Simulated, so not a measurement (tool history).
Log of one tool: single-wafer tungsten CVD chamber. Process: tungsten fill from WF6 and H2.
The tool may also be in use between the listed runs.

| run | hour | heater temperature setpoint (K) | chamber pressure (mTorr) | deposition time (s) | mean film thickness on the monitor wafer (nm) |
|---|---|---|---|---|---|
| 1 | 0.0 | 663.15 | 31100 | 24.2 | 62.115 |
| 2 | 2.1 | 659.15 | 30900 | 24.2 | 56.798 |
| 3 | 5.5 | 659.15 | 28700 | 24.2 | 55.188 |
| 4 | 11.1 | 668.15 | 28700 | 24.2 | 67.041 |
| 5 | 19.5 | 660.15 | 28700 | 24.2 | 56.699 |
| 6 | 28.2 | 660.15 | 32900 | 24.2 | 59.469 |
| 7 | 34.9 | 657.15 | 32700 | 24.2 | 55.280 |
| 8 | 40.5 | 655.15 | 32600 | 24.2 | 52.811 |

Forecast run 9:
| 9 | 42.3 | 653.15 | 32500 | 24.2 | ? |

mean film thickness on the monitor wafer (nm): 51.338
